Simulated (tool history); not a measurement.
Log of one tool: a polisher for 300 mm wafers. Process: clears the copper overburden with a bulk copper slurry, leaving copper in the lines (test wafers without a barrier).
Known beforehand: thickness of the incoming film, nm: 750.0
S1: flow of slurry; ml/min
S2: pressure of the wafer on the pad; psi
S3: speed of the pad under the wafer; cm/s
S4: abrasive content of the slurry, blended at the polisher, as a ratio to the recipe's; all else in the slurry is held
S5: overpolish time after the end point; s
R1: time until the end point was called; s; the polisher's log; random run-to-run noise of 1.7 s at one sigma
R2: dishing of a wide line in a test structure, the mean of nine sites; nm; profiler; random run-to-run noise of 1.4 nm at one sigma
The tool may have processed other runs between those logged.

run 1 hour=0 | S1=150 S2=2.8 S3=96 S4=1 S5=15 | R1=84.834 R2=86.39
run 2 hour=1.2 | S1=150 S2=2.8 S3=96 S4=1.1 S5=15 | R1=85.188 R2=88.517
run 3 hour=9.6 | S1=150 S2=2.8 S3=112 S4=1.1 S5=15 | R1=71.685 R2=99.92
run 4 hour=10.3 | S1=150 S2=2.8 S3=112 S4=1.3 S5=15 | R1=70.841 R2=100.37
run 5 hour=16.1 | S1=150 S2=3.1 S3=112 S4=1.3 S5=15 | R1=63.337 R2=111.59
-- hour=19.5 head pressure recalibrated
run 6 hour=19.5 | S1=150 S2=3.1 S3=112 S4=1.1 S5=15 | R1=69.91 R2=105.14

What will run 7 give?
run 7 hour=24 | S1=150 S2=3.1 S3=112 S4=1.1 S5=15 | R1=? R2=?

Run 7 produced R1 69.666 s, R2 103.2 nm.
